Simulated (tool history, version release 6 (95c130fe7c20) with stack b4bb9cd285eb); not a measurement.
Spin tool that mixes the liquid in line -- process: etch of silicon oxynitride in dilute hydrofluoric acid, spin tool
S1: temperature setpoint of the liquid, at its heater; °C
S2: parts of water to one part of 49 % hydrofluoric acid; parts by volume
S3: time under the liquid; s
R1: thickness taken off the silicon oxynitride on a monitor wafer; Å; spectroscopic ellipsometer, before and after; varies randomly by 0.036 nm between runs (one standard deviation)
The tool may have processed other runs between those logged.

{"run": 1, "hour": 0.0, "S1": 21.0, "S2": 45, "S3": 325, "R1": 101.81}
{"run": 2, "hour": 4.8, "S1": 21.0, "S2": 45, "S3": 350, "R1": 109.62}
{"run": 3, "hour": 11.0, "S1": 20.0, "S2": 50, "S3": 350, "R1": 93.603}
{"run": 4, "hour": 18.8, "S1": 19.0, "S2": 50, "S3": 350, "R1": 88.437}
{"run": 5, "hour": 20.9, "S1": 18.5, "S2": 50, "S3": 350, "R1": 86.311}
{"run": 6, "hour": 24.6, "S1": 18.5, "S2": 50, "S3": 350, "R1": 86.188}
{"run": 7, "hour": 33.5, "S1": 18.0, "S2": 50, "S3": 350, "R1": 84.242}

Expected results for the next run?
{"run": 8, "hour": 39.9, "S1": 17.5, "S2": 50, "S3": 350, "R1": "?"}

Run 8 produced R1 82.904 Å.
